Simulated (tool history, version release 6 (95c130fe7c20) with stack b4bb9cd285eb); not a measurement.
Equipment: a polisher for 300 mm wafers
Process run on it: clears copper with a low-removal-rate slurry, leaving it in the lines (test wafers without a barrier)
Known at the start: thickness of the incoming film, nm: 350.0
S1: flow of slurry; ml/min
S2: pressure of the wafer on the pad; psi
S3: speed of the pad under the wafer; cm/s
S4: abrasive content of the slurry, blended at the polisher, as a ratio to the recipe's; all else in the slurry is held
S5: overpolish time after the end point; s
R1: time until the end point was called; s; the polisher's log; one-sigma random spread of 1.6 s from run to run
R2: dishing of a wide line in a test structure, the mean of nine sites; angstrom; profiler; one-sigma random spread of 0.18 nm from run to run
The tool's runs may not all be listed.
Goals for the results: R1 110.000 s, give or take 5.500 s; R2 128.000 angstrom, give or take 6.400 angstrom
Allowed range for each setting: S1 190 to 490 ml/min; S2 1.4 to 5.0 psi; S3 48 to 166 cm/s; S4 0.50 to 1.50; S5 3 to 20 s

run,day,S1,S2,S3,S4,S5,R1,R2
1,0.000,315,3.2,106,1.00,10,104.640,252.000
2,0.142,315,3.6,106,1.00,10,95.374,275.970
3,0.217,315,4.0,106,1.00,10,87.303,301.480
4,0.542,315,4.0,106,0.90,10,89.113,295.490
5,0.892,315,4.0,86,0.90,10,108.340,246.480
6,1.033,315,4.0,86,0.90,8,108.430,199.230
7,1.108,315,3.9,86,0.90,3,109.490,78.750
8,1.179,315,4.0,84,0.90,4,111.070,100.400
9,1.458,320,4.1,82,0.90,4,110.390,99.606
10,1.754,320,4.2,80,0.90,4,111.390,104.420
11,1.846,320,4.3,78,0.95,4,111.380,106.690
12,1.896,320,4.4,76,1.00,4,109.890,100.540
13,2.046,320,4.5,76,0.95,4,110.000,104.930
14,2.342,320,4.6,74,0.95,4,107.250,103.200

Next run, 5 choices. One meets every target within its allowed miss, the rest don't. Which?
A,2.638,330,4.4,72,1.25,5,?,?
B,2.638,265,4.7,66,0.85,5,?,?
C,2.638,315,4.5,80,1.05,3,?,?
D,2.638,340,4.5,86,0.95,5,?,?
E,2.638,440,4.1,80,0.90,6,?,?

move,R1,R2
A,111.460,127.620
B,123.560,115.740
C,101.880,85.209
D,95.754,147.410
E,110.130,153.240
A: in spec on every target
B: moves toward the targets from the last run without getting all of them in spec
C: moves away from the targets compared with the last run
D: the result that was furthest off in the last run now lies on the other side of its target
E: the result that was furthest off in the last run now lies on the other side of its target
The move that meets every target is A.

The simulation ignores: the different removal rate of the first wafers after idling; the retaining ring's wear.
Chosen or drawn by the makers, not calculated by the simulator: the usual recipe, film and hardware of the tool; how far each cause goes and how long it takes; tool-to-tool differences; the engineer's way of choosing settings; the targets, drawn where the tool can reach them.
